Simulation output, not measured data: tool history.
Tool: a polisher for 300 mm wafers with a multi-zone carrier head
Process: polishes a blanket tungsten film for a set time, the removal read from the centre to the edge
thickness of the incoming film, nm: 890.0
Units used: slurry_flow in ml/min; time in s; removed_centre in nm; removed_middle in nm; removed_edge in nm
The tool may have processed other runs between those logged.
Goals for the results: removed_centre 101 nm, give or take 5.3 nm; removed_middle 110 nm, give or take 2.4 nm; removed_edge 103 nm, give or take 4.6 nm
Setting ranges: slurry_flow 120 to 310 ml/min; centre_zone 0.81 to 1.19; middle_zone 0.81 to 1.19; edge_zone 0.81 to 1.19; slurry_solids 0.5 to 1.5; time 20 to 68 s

run 1 hour=0 | slurry_flow=200 centre_zone=1 middle_zone=1 edge_zone=1 slurry_solids=1 time=44 | removed_centre=109.16 removed_middle=112.22 removed_edge=112.81
run 2 hour=4 | slurry_flow=200 centre_zone=1 middle_zone=1 edge_zone=1.06 slurry_solids=1 time=44 | removed_centre=110.72 removed_middle=112.39 removed_edge=117.34
run 3 hour=5.5 | slurry_flow=200 centre_zone=1 middle_zone=1 edge_zone=1.06 slurry_solids=1 time=51 | removed_centre=128.96 removed_middle=130.21 removed_edge=135.89
run 4 hour=13.6 | slurry_flow=195 centre_zone=0.99 middle_zone=0.99 edge_zone=1 slurry_solids=0.85 time=51 | removed_centre=124.57 removed_middle=124.95 removed_edge=127
run 5 hour=18.8 | slurry_flow=195 centre_zone=0.99 middle_zone=0.99 edge_zone=1 slurry_solids=0.65 time=51 | removed_centre=115.57 removed_middle=116.64 removed_edge=118.85
run 6 hour=27.3 | slurry_flow=195 centre_zone=0.99 middle_zone=0.99 edge_zone=1.08 slurry_solids=0.65 time=51 | removed_centre=114.14 removed_middle=116.59 removed_edge=126.06
run 7 hour=28.8 | slurry_flow=185 centre_zone=0.97 middle_zone=0.99 edge_zone=1.03 slurry_solids=0.6 time=51 | removed_centre=106.4 removed_middle=114.16 removed_edge=119.56
run 8 hour=31.2 | slurry_flow=185 centre_zone=0.97 middle_zone=0.99 edge_zone=1.03 slurry_solids=0.6 time=51 | removed_centre=109.77 removed_middle=114.21 removed_edge=118.85
run 9 hour=32.4 | slurry_flow=175 centre_zone=0.96 middle_zone=0.99 edge_zone=0.99 slurry_solids=0.55 time=51 | removed_centre=106.25 removed_middle=108.34 removed_edge=112.69
run 10 hour=36.6 | slurry_flow=180 centre_zone=0.95 middle_zone=1.01 edge_zone=0.96 slurry_solids=0.55 time=51 | removed_centre=103.74 removed_middle=112.64 removed_edge=111.2
run 11 hour=42.1 | slurry_flow=175 centre_zone=0.95 middle_zone=1.01 edge_zone=0.94 slurry_solids=0.55 time=51 | removed_centre=105.97 removed_middle=111.43 removed_edge=113.18
run 12 hour=48.1 | slurry_flow=185 centre_zone=0.94 middle_zone=1.02 edge_zone=0.91 slurry_solids=0.55 time=50 | removed_centre=105.13 removed_middle=112.59 removed_edge=106.6
-- hour=54.9 worn pad replaced by a new one
run 13 hour=54.9 | slurry_flow=180 centre_zone=0.93 middle_zone=1.02 edge_zone=0.9 slurry_solids=0.55 time=50 | removed_centre=116.59 removed_middle=123.89 removed_edge=120.7
run 14 hour=56.1 | slurry_flow=170 centre_zone=0.95 middle_zone=1.04 edge_zone=0.91 slurry_solids=0.55 time=50 | removed_centre=115.66 removed_middle=126.46 removed_edge=119.32
run 15 hour=58.8 | slurry_flow=190 centre_zone=0.93 middle_zone=1.03 edge_zone=0.9 slurry_solids=0.55 time=50 | removed_centre=116.11 removed_middle=127.47 removed_edge=122.74
run 16 hour=59.6 | slurry_flow=175 centre_zone=0.93 middle_zone=1.03 edge_zone=0.89 slurry_solids=0.55 time=50 | removed_centre=116.72 removed_middle=125.35 removed_edge=118.61
run 17 hour=65.9 | slurry_flow=190 centre_zone=0.95 middle_zone=1.03 edge_zone=0.91 slurry_solids=0.55 time=49 | removed_centre=114.46 removed_middle=125.4 removed_edge=119.62
run 18 hour=66.4 | slurry_flow=175 centre_zone=0.95 middle_zone=1.03 edge_zone=0.9 slurry_solids=0.55 time=48 | removed_centre=112.78 removed_middle=119.43 removed_edge=115.66
run 19 hour=70.1 | slurry_flow=175 centre_zone=0.93 middle_zone=1.03 edge_zone=0.88 slurry_solids=0.55 time=47 | removed_centre=106.1 removed_middle=118.73 removed_edge=109.16
run 20 hour=70.6 | slurry_flow=160 centre_zone=0.93 middle_zone=1.03 edge_zone=0.88 slurry_solids=0.55 time=47 | removed_centre=108.38 removed_middle=115.52 removed_edge=110.35
run 21 hour=73.8 | slurry_flow=160 centre_zone=0.9 middle_zone=1.02 edge_zone=0.82 slurry_solids=0.5 time=45 | removed_centre=95.67 removed_middle=106.6 removed_edge=99.2

Of the 4 settings listed for the next run, only one would bring every result within its allowed miss of target. Which one?
run A hour=77 | slurry_flow=140 centre_zone=0.94 middle_zone=1.02 edge_zone=0.81 slurry_solids=0.5 time=47 | removed_centre=? removed_middle=? removed_edge=?
run B hour=77 | slurry_flow=130 centre_zone=0.85 middle_zone=0.93 edge_zone=0.89 slurry_solids=0.5 time=49 | removed_centre=? removed_middle=? removed_edge=?
run C hour=77 | slurry_flow=125 centre_zone=0.99 middle_zone=1.01 edge_zone=0.81 slurry_solids=0.7 time=44 | removed_centre=? removed_middle=? removed_edge=?
run D hour=77 | slurry_flow=215 centre_zone=0.83 middle_zone=0.92 edge_zone=0.91 slurry_solids=0.75 time=39 | removed_centre=? removed_middle=? removed_edge=?

move=A removed_centre=98.814 removed_middle=109.47 removed_edge=102.08
move=B removed_centre=91.716 removed_middle=104.17 removed_edge=109.47
move=C removed_centre=101.18 removed_middle=106.34 removed_edge=100.86
move=D removed_centre=87.504 removed_middle=99.531 removed_edge=103.59
A: hits every target within its allowed miss
B: lands further from the targets than the last run did
C: lands further from the targets than the last run did
D: lands further from the targets than the last run did
The right move is A.

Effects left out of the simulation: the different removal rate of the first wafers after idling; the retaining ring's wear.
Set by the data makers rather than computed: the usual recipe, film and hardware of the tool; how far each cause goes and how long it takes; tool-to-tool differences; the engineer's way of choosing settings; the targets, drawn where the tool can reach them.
